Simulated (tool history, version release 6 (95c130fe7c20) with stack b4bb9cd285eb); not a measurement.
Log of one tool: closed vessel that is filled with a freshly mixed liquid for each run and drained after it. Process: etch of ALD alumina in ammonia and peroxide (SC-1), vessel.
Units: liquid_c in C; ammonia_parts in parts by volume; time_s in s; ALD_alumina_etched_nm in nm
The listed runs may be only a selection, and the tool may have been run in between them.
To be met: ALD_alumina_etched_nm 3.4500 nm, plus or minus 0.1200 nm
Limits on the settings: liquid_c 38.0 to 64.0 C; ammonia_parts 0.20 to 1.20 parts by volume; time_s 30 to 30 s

run	hour	liquid_c	ammonia_parts	time_s	ALD_alumina_etched_nm
1	0.0	48.0	0.80	30	2.2315
2	8.9	48.0	1.00	30	2.2553
3	17.8	48.0	1.00	30	2.2724
4	22.0	49.0	1.00	30	2.4158
5	27.4	49.0	1.20	30	2.4076
6	33.3	49.5	1.20	30	2.4556
7	35.5	50.0	1.20	30	2.5020
8	43.4	57.0	1.20	30	3.7192

Which of these 4 next moves meets every target?
A	51.3	56.0	1.00	30	?
B	51.3	54.5	1.00	30	?
C	51.3	58.0	1.15	30	?
D	51.3	58.0	1.20	30	?

move	ALD_alumina_etched_nm
A	3.4142
B	3.1532
C	3.8420
D	3.8576
A: every result within its allowed miss
B: pushes the last run's worst result past its target
C: its largest miss is bigger than the last run's
D: its largest miss is bigger than the last run's
A is the move that brings every result within its allowed miss.

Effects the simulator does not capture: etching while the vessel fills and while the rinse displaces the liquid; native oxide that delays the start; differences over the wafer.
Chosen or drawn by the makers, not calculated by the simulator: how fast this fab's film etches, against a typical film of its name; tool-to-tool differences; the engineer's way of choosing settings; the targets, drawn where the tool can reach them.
